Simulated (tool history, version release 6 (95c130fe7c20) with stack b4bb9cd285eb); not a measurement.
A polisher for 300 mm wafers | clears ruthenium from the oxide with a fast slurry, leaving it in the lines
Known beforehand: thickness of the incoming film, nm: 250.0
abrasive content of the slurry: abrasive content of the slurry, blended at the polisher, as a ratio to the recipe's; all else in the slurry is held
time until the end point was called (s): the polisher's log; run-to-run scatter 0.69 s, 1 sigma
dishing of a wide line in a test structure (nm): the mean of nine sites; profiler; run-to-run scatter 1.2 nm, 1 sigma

run,hour,flow of slurry (ml/min),pressure of the wafer on the pad (psi),speed of the pad under the wafer (cm/s),abrasive content of the slurry,overpolish time after the end point (s),time until the end point was called (s),dishing of a wide line in a test structure (nm)
1,0.0,205,3.1,108,1.0,17,54.544,48.315
2,5.1,205,3.1,108,1.0,12,53.621,37.234
3,12.0,155,3.1,108,1.0,12,55.946,36.533
4,14.9,130,3.1,108,1.0,12,58.679,35.513
5,18.6,130,3.1,92,1.0,12,68.878,31.302
6,23.6,130,3.4,92,1.0,15,62.268,39.786
7,29.6,130,4.3,90,1.0,23,49.965,62.873

Run 8 has not been measured yet. What should we expect?
8,31.5,135,4.4,90,1.0,24,?,?

Logged for run 8: time until the end point was called (s) 49.038, dishing of a wide line in a test structure (nm) 66.909.
